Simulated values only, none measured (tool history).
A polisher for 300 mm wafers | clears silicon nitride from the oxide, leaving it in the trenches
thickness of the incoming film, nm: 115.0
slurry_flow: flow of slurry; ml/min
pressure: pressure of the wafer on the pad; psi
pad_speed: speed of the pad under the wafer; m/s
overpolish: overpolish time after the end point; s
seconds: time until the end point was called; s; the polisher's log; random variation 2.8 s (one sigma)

run,hour,slurry_flow,pressure,pad_speed,overpolish,seconds
1,0,290,3.2,0.94,10,124.36
2,8.8,290,3.1,0.94,10,125.89
3,14.9,290,3.1,0.94,8,131.65
4,21.8,290,3.1,0.94,8,128.76
5,27,290,3,0.94,8,132.07
6,29.6,290,3.5,0.94,8,113.98
7,30.9,290,3.4,0.94,8,117.35
8,35.6,290,3.3,0.94,8,119.34

The next listed run, before its measurement:
9,41.8,290,3.2,0.94,8,?

{"run 9": {"seconds": 123.65}}
